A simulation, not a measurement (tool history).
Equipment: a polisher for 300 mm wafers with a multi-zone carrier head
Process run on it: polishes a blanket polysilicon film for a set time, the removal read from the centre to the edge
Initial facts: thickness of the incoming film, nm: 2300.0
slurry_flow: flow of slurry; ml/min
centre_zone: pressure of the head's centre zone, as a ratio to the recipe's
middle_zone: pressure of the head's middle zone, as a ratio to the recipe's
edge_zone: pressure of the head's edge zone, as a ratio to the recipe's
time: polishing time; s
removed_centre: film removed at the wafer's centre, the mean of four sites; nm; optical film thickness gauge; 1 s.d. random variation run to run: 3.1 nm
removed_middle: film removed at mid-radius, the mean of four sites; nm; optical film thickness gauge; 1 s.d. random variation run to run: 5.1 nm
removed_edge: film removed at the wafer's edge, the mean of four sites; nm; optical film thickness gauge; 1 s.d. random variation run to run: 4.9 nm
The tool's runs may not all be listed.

run  hour  slurry_flow  centre_zone  middle_zone  edge_zone  time  removed_centre  removed_middle  removed_edge
  1     0          235            1            1          1    59          653.99          670.72        676.68
  2   1.4          235            1            1       0.92    59          656.81           671.9        642.37
  3   5.9          235            1         1.05       0.92    59           667.3          677.64        634.43
  4  10.1          265            1         1.05       0.92    59          666.97          697.75        653.31
  5  14.3          240         0.98         1.04       0.89    49          538.26           569.4        522.24
  6  17.2          240         0.94         1.04       0.89    49          521.57          569.64        515.38
  7  24.7          220         0.93         1.02       0.86    43          443.79          488.77        453.93
  8  25.9          225         0.95         1.03       0.85    38          397.77          434.81        392.86

Run 9 has not been measured yet. What should we expect?
  9  32.9          215         0.96         1.03       0.84    37               ?               ?             ?

removed_centre: 390.44 nm
removed_middle: 415.12 nm
removed_edge: 383.96 nm

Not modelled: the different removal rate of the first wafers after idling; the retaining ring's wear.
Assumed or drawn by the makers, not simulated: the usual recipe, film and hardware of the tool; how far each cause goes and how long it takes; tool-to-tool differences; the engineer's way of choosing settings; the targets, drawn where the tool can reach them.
